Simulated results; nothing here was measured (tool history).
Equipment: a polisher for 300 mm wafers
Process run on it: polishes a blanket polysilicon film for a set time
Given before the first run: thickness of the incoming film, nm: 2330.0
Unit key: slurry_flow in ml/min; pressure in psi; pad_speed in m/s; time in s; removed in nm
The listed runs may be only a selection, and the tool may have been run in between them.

| run | hour | slurry_flow | pressure | pad_speed | time | removed |
|---|---|---|---|---|---|---|
| 1 | 0 | 140 | 3.5 | 0.92 | 99 | 798.65 |
| 2 | 5.4 | 140 | 3.5 | 0.8 | 99 | 700.71 |
| 3 | 7.7 | 140 | 3.5 | 0.8 | 104 | 746.8 |
| 4 | 15.9 | 125 | 3.5 | 0.8 | 104 | 722.55 |
| 5 | 21.2 | 115 | 3 | 0.76 | 104 | 597.41 |
| 6 | 25.9 | 115 | 3 | 0.94 | 104 | 734.13 |
| 7 | 31.8 | 110 | 2.6 | 0.84 | 104 | 562.09 |

Run 8 has not been measured yet. What should we expect?
| 8 | 36.3 | 105 | 2.3 | 0.8 | 104 | ? |

Run 8 came out at removed 470.31 nm.
